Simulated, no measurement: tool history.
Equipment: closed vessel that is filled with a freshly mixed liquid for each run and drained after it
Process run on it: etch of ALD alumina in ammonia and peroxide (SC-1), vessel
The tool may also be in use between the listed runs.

run,hour,temperature setpoint of the liquid (°C),parts of 29 % ammonia solution to one part of 30 % peroxide (parts by volume),time in the liquid (s),thickness taken off the ALD alumina on a monitor wafer (nm)
1,0,47,0.45,460,20.405
2,6.2,46,0.45,460,19.299
3,10.2,52,0.45,460,26.383
4,19.2,50,0.45,460,24.031
5,24.6,48.5,0.45,460,21.828
6,30.4,48.5,0.4,460,21.996

Forecast run 7:
7,33.9,47.5,0.4,460,?

thickness taken off the ALD alumina on a monitor wafer (nm): 20.967
